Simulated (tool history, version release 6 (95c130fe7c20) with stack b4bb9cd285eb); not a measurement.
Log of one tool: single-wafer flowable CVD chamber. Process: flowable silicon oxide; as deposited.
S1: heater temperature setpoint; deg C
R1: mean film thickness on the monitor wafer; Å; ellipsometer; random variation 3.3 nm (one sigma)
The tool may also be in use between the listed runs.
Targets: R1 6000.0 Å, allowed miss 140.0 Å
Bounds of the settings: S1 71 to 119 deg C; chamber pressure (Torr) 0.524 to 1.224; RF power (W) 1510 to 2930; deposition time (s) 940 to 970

run 1 hour=0.0 | S1=95 chamber_pressure_(Torr)=0.874 RF_power_(W)=2220 deposition_time_(s)=940 | R1=7850.6
run 2 hour=5.4 | S1=95 chamber_pressure_(Torr)=0.874 RF_power_(W)=2455 deposition_time_(s)=940 | R1=7955.0
run 3 hour=12.4 | S1=87 chamber_pressure_(Torr)=0.874 RF_power_(W)=2455 deposition_time_(s)=940 | R1=9938.6
run 4 hour=16.0 | S1=89 chamber_pressure_(Torr)=0.873 RF_power_(W)=2455 deposition_time_(s)=940 | R1=9462.9
run 5 hour=24.0 | S1=91 chamber_pressure_(Torr)=0.872 RF_power_(W)=2455 deposition_time_(s)=940 | R1=8860.5
run 6 hour=29.6 | S1=91 chamber_pressure_(Torr)=0.872 RF_power_(W)=2455 deposition_time_(s)=940 | R1=8974.5
run 7 hour=33.6 | S1=93 chamber_pressure_(Torr)=0.871 RF_power_(W)=2455 deposition_time_(s)=940 | R1=8395.8
run 8 hour=34.6 | S1=95 chamber_pressure_(Torr)=0.871 RF_power_(W)=2455 deposition_time_(s)=940 | R1=7801.6
run 9 hour=36.9 | S1=96 chamber_pressure_(Torr)=0.871 RF_power_(W)=2455 deposition_time_(s)=940 | R1=7706.0
run 10 hour=38.4 | S1=97 chamber_pressure_(Torr)=0.871 RF_power_(W)=2455 deposition_time_(s)=940 | R1=7537.9
run 11 hour=43.0 | S1=98 chamber_pressure_(Torr)=0.871 RF_power_(W)=2455 deposition_time_(s)=940 | R1=7326.7
run 12 hour=51.0 | S1=99 chamber_pressure_(Torr)=0.871 RF_power_(W)=2455 deposition_time_(s)=940 | R1=7083.7
run 13 hour=56.6 | S1=100 chamber_pressure_(Torr)=0.871 RF_power_(W)=2455 deposition_time_(s)=940 | R1=6869.5
run 14 hour=60.2 | S1=101 chamber_pressure_(Torr)=0.871 RF_power_(W)=2455 deposition_time_(s)=940 | R1=6670.9
run 15 hour=66.9 | S1=102 chamber_pressure_(Torr)=0.871 RF_power_(W)=2455 deposition_time_(s)=940 | R1=6449.3

4 next moves are on the table. One of them brings every result within its allowed miss. Which?
run A hour=73.6 | S1=107 chamber_pressure_(Torr)=0.910 RF_power_(W)=2090 deposition_time_(s)=940 | R1=?
run B hour=73.6 | S1=108 chamber_pressure_(Torr)=0.887 RF_power_(W)=2585 deposition_time_(s)=940 | R1=?
run C hour=73.6 | S1=93 chamber_pressure_(Torr)=0.587 RF_power_(W)=2605 deposition_time_(s)=970 | R1=?
run D hour=73.6 | S1=100 chamber_pressure_(Torr)=0.807 RF_power_(W)=2530 deposition_time_(s)=949 | R1=?

move=A R1=5673.4
move=B R1=5534.9
move=C R1=5936.6
move=D R1=6433.0
A: takes the result that was furthest off past its target
B: takes the result that was furthest off past its target
C: meets every target
D: as far off as the last run
The right move is C.
